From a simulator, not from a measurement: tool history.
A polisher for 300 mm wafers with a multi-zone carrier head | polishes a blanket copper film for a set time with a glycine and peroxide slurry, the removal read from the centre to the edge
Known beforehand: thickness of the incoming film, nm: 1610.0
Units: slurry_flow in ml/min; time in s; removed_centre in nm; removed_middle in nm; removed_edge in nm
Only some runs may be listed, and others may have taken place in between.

Run 1, hour 0: slurry_flow 245 ml/min, centre_zone 1, middle_zone 1, edge_zone 1, time 35 s. Result: removed_centre 193.95 nm, removed_middle 191.82 nm, removed_edge 199.11 nm.
Run 2, hour 4.3: slurry_flow 245 ml/min, centre_zone 0.92, middle_zone 1, edge_zone 1, time 35 s. Result: removed_centre 184.99 nm, removed_middle 191.09 nm, removed_edge 196.47 nm.
Run 3, hour 10: slurry_flow 245 ml/min, centre_zone 0.85, middle_zone 1, edge_zone 1, time 35 s. Result: removed_centre 171.63 nm, removed_middle 193.47 nm, removed_edge 198.27 nm.
Run 4, hour 18.8: slurry_flow 245 ml/min, centre_zone 0.93, middle_zone 1, edge_zone 1, time 35 s. Result: removed_centre 182.38 nm, removed_middle 190.12 nm, removed_edge 198.02 nm.
Run 5, hour 21.1: slurry_flow 270 ml/min, centre_zone 0.93, middle_zone 1, edge_zone 1, time 35 s. Result: removed_centre 184.13 nm, removed_middle 198.16 nm, removed_edge 199.84 nm.
Run 6, hour 27.3: slurry_flow 250 ml/min, centre_zone 0.95, middle_zone 1.01, edge_zone 0.96, time 31 s. Result: removed_centre 168.55 nm, removed_middle 171.83 nm, removed_edge 172.48 nm.
Run 7, hour 33.8: slurry_flow 240 ml/min, centre_zone 0.95, middle_zone 1.01, edge_zone 0.93, time 28 s. Result: removed_centre 151.23 nm, removed_middle 153.06 nm, removed_edge 152.87 nm.
Run 8, hour 36.2: slurry_flow 240 ml/min, centre_zone 0.96, middle_zone 1.01, edge_zone 0.91, time 25 s. Result: removed_centre 138.35 nm, removed_middle 139.21 nm, removed_edge 135.35 nm.
Run 9, hour 42.7: slurry_flow 240 ml/min, centre_zone 0.97, middle_zone 1, edge_zone 0.89, time 23 s. Result: removed_centre 127.66 nm, removed_middle 124.48 nm, removed_edge 121.34 nm.
Run 10, hour 45.8: slurry_flow 250 ml/min, centre_zone 0.97, middle_zone 0.99, edge_zone 0.87, time 22 s. Result: removed_centre 120.83 nm, removed_middle 118.49 nm, removed_edge 117.9 nm.

Run 11 has not been measured yet. What should we expect?
Run 11, hour 49.4: slurry_flow 240 ml/min, centre_zone 0.98, middle_zone 0.99, edge_zone 0.86, time 21 s. Result: removed_centre ?, removed_middle ?, removed_edge ?.

{"run 11": {"removed_centre": 114.31, "removed_middle": 116.3, "removed_edge": 109.97}}
